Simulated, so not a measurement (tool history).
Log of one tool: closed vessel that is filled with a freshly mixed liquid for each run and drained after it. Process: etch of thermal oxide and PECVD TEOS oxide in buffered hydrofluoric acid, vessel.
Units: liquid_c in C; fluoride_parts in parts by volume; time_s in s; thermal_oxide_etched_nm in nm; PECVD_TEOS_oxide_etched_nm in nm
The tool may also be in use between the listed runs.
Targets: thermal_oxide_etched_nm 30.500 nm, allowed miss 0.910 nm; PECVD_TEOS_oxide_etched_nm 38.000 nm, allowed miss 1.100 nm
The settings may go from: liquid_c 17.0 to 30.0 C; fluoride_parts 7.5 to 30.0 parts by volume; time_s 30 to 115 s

run 1 hour=0.0 | liquid_c=22.0 fluoride_parts=21.0 time_s=60 | thermal_oxide_etched_nm=34.661 PECVD_TEOS_oxide_etched_nm=43.150
run 2 hour=5.0 | liquid_c=22.0 fluoride_parts=15.5 time_s=60 | thermal_oxide_etched_nm=45.852 PECVD_TEOS_oxide_etched_nm=57.592
run 3 hour=12.1 | liquid_c=22.0 fluoride_parts=13.0 time_s=60 | thermal_oxide_etched_nm=55.065 PECVD_TEOS_oxide_etched_nm=68.257
run 4 hour=13.4 | liquid_c=22.0 fluoride_parts=18.5 time_s=60 | thermal_oxide_etched_nm=38.398 PECVD_TEOS_oxide_etched_nm=48.149
run 5 hour=18.0 | liquid_c=21.0 fluoride_parts=18.5 time_s=60 | thermal_oxide_etched_nm=36.258 PECVD_TEOS_oxide_etched_nm=45.975
run 6 hour=21.7 | liquid_c=20.5 fluoride_parts=19.0 time_s=60 | thermal_oxide_etched_nm=34.804 PECVD_TEOS_oxide_etched_nm=43.306
run 7 hour=29.6 | liquid_c=20.0 fluoride_parts=19.0 time_s=60 | thermal_oxide_etched_nm=33.201 PECVD_TEOS_oxide_etched_nm=41.863
run 8 hour=34.7 | liquid_c=19.5 fluoride_parts=19.0 time_s=60 | thermal_oxide_etched_nm=33.180 PECVD_TEOS_oxide_etched_nm=40.859
run 9 hour=39.2 | liquid_c=19.5 fluoride_parts=19.0 time_s=60 | thermal_oxide_etched_nm=32.443 PECVD_TEOS_oxide_etched_nm=40.893
run 10 hour=47.6 | liquid_c=19.0 fluoride_parts=19.0 time_s=60 | thermal_oxide_etched_nm=31.765 PECVD_TEOS_oxide_etched_nm=39.733

4 next moves are on the table. One of them brings every result within its allowed miss. Which?
run A hour=56.0 | liquid_c=19.5 fluoride_parts=21.0 time_s=65 | thermal_oxide_etched_nm=? PECVD_TEOS_oxide_etched_nm=?
run B hour=56.0 | liquid_c=17.0 fluoride_parts=19.5 time_s=70 | thermal_oxide_etched_nm=? PECVD_TEOS_oxide_etched_nm=?
run C hour=56.0 | liquid_c=17.0 fluoride_parts=21.0 time_s=70 | thermal_oxide_etched_nm=? PECVD_TEOS_oxide_etched_nm=?
run D hour=56.0 | liquid_c=22.0 fluoride_parts=23.5 time_s=60 | thermal_oxide_etched_nm=? PECVD_TEOS_oxide_etched_nm=?

move=A thermal_oxide_etched_nm=32.725 PECVD_TEOS_oxide_etched_nm=40.729
move=B thermal_oxide_etched_nm=32.425 PECVD_TEOS_oxide_etched_nm=40.356
move=C thermal_oxide_etched_nm=30.575 PECVD_TEOS_oxide_etched_nm=38.053
move=D thermal_oxide_etched_nm=32.147 PECVD_TEOS_oxide_etched_nm=40.010
A: further off than the last run
B: further off than the last run
C: meets every target
D: further off than the last run
Answer: C
